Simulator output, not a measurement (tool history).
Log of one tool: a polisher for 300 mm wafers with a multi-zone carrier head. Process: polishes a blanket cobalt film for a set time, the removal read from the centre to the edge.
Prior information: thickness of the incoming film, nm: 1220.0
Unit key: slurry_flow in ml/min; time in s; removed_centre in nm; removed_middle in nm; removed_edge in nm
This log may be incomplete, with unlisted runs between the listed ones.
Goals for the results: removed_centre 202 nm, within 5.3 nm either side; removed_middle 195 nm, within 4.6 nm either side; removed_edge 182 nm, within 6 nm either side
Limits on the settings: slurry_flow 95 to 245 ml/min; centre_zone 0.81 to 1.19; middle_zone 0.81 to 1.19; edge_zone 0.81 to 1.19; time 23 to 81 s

run,hour,slurry_flow,centre_zone,middle_zone,edge_zone,time,removed_centre,removed_middle,removed_edge
1,0,155,1,1,1,52,152.67,142.9,144.84
2,6.6,155,0.95,1,1,52,143.26,143.58,143.72
3,12.8,170,0.95,1,1,52,146.07,144.09,145.94
4,19.6,170,0.95,1,1.07,52,145.7,145.11,149.71
5,22.2,170,0.95,1,1.07,44,123.18,122.32,126.63
6,23.1,170,0.95,1,1.07,53,148.05,145.75,152.14
7,28.8,180,0.98,1.04,1.08,54,158.75,157.04,156.35
8,35.2,185,1,1.06,1.1,55,162.55,162.96,163.77
9,39.3,195,1.03,1.09,1.1,56,174.97,170.02,164.64
10,44,200,1.04,1.11,1.11,57,178.63,177.04,170.62
11,45.1,205,1.06,1.12,1.12,57,181.4,179.1,171.29
# hour 48.3: centre zone pressure recalibrated
12,48.3,210,1.08,1.13,1.13,57,176.92,180.71,173.2

Of the 5 settings listed for the next run, only one would bring every result within its allowed miss of target. Which one?
A,51.5,245,1.02,1.19,1.09,61,?,?,?
B,51.5,240,1.12,1.19,0.91,60,?,?,?
C,51.5,240,1.13,1.11,1.05,62,?,?,?
D,51.5,245,1.12,1.16,1.19,58,?,?,?
E,51.5,190,1.01,1.16,1.17,60,?,?,?

move,removed_centre,removed_middle,removed_edge
A,180.44,207.55,183.97
B,194.51,203.62,167.09
C,202.69,198.11,183.76
D,188.47,192.91,182.28
E,169.74,193.63,182.84
A: closes in on the targets versus the last run, not all within tolerance yet
B: closes in on the targets versus the last run, not all within tolerance yet
C: each result inside its tolerance
D: closes in on the targets versus the last run, not all within tolerance yet
E: the biggest miss grows against the last run
The move that meets every target is C.
